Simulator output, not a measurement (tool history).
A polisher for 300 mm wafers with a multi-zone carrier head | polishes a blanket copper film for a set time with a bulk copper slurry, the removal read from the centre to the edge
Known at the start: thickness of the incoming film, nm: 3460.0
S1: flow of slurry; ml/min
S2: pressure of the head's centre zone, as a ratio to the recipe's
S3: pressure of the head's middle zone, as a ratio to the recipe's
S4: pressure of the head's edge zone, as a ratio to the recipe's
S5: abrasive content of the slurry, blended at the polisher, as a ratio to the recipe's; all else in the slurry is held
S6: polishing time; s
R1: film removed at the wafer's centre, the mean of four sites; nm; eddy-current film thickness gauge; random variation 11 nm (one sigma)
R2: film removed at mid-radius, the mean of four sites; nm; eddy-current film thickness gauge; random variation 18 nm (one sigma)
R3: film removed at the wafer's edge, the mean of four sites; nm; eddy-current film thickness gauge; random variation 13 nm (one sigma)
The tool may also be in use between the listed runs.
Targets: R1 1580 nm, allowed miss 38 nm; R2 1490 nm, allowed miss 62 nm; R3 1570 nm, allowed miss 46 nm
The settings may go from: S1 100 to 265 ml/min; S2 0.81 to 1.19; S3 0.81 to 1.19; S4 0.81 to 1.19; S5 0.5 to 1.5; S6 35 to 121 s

run    day   S1    S2    S3    S4    S5  S6      R1      R2      R3
  1      0  170     1     1     1     1  78  1078.8  1049.6    1061
  2  0.254  175  1.01  1.01  1.02   1.1  80  1141.6  1102.9  1134.8
  3  0.467  180  1.02  1.03  1.04  1.15  81  1178.3  1122.7  1167.7
  4  0.662  180  1.02  1.08  1.04  1.15  81    1192  1187.3  1166.6
  5  1.008  180  1.08  1.08  1.04  1.15  81  1245.8  1200.6  1164.2
  6  1.112  180  1.08     1  1.04  1.15  81  1260.8  1126.9  1158.3
  7  1.333  210  1.07  1.06  1.14   1.4  94  1525.9  1429.1  1501.5
  8  1.688  215  1.07  1.06  1.15   1.4  94  1543.5  1444.7  1490.6

Which of these 4 next moves meets every target?
  A  2.042  225  1.13  1.04  1.14   1.5   89   ?   ?   ?
  B  2.042  125  1.11  1.08  1.18  1.45  104   ?   ?   ?
  C  2.042  240  1.15  1.16  1.05   1.3   92   ?   ?   ?
  D  2.042  245  1.13  1.07  1.09   1.2   93   ?   ?   ?

move      R1      R2      R3
   A  1565.5  1391.4  1432.5
   B  1571.8  1490.3  1559.6
   C  1622.4  1552.9  1391.7
   D    1593  1448.5  1418.3
A: further off than the last run
B: meets every target
C: further off than the last run
D: further off than the last run
Answer: B

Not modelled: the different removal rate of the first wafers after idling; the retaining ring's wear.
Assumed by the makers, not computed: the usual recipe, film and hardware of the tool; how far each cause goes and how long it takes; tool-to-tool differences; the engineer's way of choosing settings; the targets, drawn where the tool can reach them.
